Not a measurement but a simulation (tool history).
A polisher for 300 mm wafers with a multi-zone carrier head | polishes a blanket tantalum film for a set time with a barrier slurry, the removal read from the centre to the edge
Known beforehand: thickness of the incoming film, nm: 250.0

run,day,flow of slurry (ml/min),pressure of the head's centre zone,pressure of the head's middle zone,pressure of the head's edge zone,abrasive content of the slurry,polishing time (s),film removed at the wafer's centre (nm),film removed at mid-radius (nm),film removed at the wafer's edge (nm)
1,0,255,1,1,1,1,80,72.451,73,73.509
2,0.275,255,1,1,1,1,62,56.943,56.66,57.169
3,0.512,270,1.05,1.02,1.01,1.15,67,68.415,65.776,66.003
4,0.538,270,1.05,1.02,0.96,1.15,67,70.563,67.55,63.804
5,0.633,285,1.09,1.03,0.98,1.25,69,77.399,71.416,68.979
6,0.825,295,1.12,1.04,0.99,1.3,71,80.004,75.009,73.214
7,1.079,300,1.14,1.03,0.97,1.35,74,86.862,78.542,75.083

Run 8 has not been measured yet. What should we expect?
8,1.154,305,1.15,1.03,0.97,1.4,76,?,?,?

Logged for run 8: film removed at the wafer's centre (nm) 88.869, film removed at mid-radius (nm) 80.725, film removed at the wafer's edge (nm) 78.259.
